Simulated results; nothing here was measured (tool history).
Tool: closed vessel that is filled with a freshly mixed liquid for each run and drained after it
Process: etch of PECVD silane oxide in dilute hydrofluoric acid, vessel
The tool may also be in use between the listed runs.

run  hour  temperature setpoint of the liquid (K)  parts of water to one part of 49 % hydrofluoric acid (parts by volume)  time in the liquid (s)  thickness taken off the PECVD silane oxide on a monitor wafer (angstrom)
  1     0                                  299.15                                                                     110                     105                                                                    456.48
  2   5.6                                  300.15                                                                     110                     105                                                                    473.86
  3  11.2                                  301.15                                                                     110                     105                                                                    486.26
  4  18.1                                  301.65                                                                     110                     105                                                                    495.87
  5  25.3                                  301.65                                                                     130                     105                                                                    412.21
  6  26.5                                  303.65                                                                     130                     105                                                                    441.79
  7  30.1                                  304.15                                                                     125                     105                                                                    475.08

Forecast run 8:
  8  35.6                                  304.65                                                                     120                     105                                                                         ?

thickness taken off the PECVD silane oxide on a monitor wafer (angstrom): 509.93
